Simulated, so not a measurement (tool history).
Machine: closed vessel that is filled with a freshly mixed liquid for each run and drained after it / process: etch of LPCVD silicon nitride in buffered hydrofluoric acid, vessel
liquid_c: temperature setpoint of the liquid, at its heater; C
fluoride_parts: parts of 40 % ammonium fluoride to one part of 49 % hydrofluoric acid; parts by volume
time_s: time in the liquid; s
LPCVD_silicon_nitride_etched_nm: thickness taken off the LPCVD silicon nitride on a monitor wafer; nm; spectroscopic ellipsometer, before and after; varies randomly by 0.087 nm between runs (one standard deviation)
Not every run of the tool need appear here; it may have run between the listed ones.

run    day  liquid_c  fluoride_parts  time_s  LPCVD_silicon_nitride_etched_nm
  1  0.000        23            16.0     735                           5.9519
  2  0.125        20            16.0     735                           5.0271
  3  0.333        22            16.0     735                           5.5894
  4  0.379        24            15.5     735                           6.3882
  5  0.612        24            15.5     735                           6.3801
  6  0.954        24            12.0     735                           8.2614

What does the tool deliver on the next run?
  7  1.271        25            12.0     735                                ?

{"run 7": {"LPCVD_silicon_nitride_etched_nm": 8.7185}}
